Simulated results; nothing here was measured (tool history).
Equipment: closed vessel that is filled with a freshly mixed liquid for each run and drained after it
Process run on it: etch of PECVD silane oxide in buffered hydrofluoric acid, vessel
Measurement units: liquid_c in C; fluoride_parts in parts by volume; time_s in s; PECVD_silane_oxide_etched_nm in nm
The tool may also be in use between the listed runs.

run,hour,liquid_c,fluoride_parts,time_s,PECVD_silane_oxide_etched_nm
1,0.0,23.0,23.0,30,30.039
2,6.5,25.0,23.0,30,32.994
3,9.2,26.0,23.0,30,35.108
4,11.7,26.5,23.0,30,35.305
5,19.0,26.5,26.5,30,32.323
6,23.3,27.0,26.0,30,33.971
7,25.0,27.5,25.5,30,35.723

Predict the results of run 8:
8,34.0,28.0,25.5,30,?

Logged for run 8: PECVD_silane_oxide_etched_nm 36.178 nm.
